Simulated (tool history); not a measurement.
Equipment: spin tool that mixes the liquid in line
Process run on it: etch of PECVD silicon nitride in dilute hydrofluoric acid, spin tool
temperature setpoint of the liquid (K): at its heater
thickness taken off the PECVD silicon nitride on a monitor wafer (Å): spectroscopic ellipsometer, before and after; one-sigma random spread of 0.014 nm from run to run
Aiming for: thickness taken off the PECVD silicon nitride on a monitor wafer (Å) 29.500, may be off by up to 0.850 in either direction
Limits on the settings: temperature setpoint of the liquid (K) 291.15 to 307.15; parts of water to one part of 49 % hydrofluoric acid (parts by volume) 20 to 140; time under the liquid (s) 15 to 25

run  hour  temperature setpoint of the liquid (K)  parts of water to one part of 49 % hydrofluoric acid (parts by volume)  time under the liquid (s)  thickness taken off the PECVD silicon nitride on a monitor wafer (Å)
  1   0.0                                  299.15                                                                      75                         25                                                                19.782
  2   6.8                                  299.65                                                                      75                         25                                                                20.450
  3  13.6                                  300.15                                                                      75                         25                                                                21.074
  4  15.6                                  300.15                                                                      75                         25                                                                20.971
  5  20.7                                  300.65                                                                      75                         25                                                                21.623
  6  25.4                                  300.65                                                                      75                         25                                                                21.708
  7  29.9                                  301.15                                                                      75                         25                                                                22.448
  8  34.1                                  301.65                                                                      75                         25                                                                23.115
  9  36.2                                  302.15                                                                      75                         25                                                                23.806
 10  37.8                                  302.65                                                                      75                         25                                                                24.604
 11  41.2                                  303.15                                                                      75                         25                                                                25.533
 12  47.0                                  303.65                                                                      75                         25                                                                26.319
 13  48.8                                  304.65                                                                      75                         25                                                                28.043

Which of these 5 next moves meets every target?
  A  50.6                                  307.15                                                                      80                         25                                                                     ?
  B  50.6                                  305.65                                                                      45                         15                                                                     ?
  C  50.6                                  306.65                                                                      75                         25                                                                     ?
  D  50.6                                  306.15                                                                      75                         25                                                                     ?
  E  50.6                                  304.15                                                                      65                         25                                                                     ?

move  thickness taken off the PECVD silicon nitride on a monitor wafer (Å)
   A                                                                30.734
   B                                                                29.832
   C                                                                31.803
   D                                                                30.830
   E                                                                31.372
A: moves the result that the last run missed by most past its target, out the other side
B: all results in spec
C: moves the result that the last run missed by most past its target, out the other side
D: moves the result that the last run missed by most past its target, out the other side
E: moves the result that the last run missed by most past its target, out the other side
Go with B: it meets all targets.
